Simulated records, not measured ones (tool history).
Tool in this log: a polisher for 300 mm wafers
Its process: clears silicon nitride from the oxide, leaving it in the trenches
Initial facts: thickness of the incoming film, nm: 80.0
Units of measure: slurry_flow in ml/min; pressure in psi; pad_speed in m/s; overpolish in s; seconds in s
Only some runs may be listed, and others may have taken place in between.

run  hour  slurry_flow  pressure  pad_speed  overpolish  seconds
  1     0          190       1.7       1.16          41   118.71
  2   7.2          195       1.9       1.16          41   108.82
  3  13.6          195       2.1        1.2          41   94.938
  4  19.9          195       2.3        1.2          41   87.494
  5  26.1          195       2.3        1.4          41   74.144
  6  32.9          235       2.3        1.4          41   74.489
  7  38.6          235       2.4        1.4          41   70.704

What will run 8 give?
  8  41.5          235       2.5        1.4          41        ?

{"run 8": {"seconds": 68.149}}
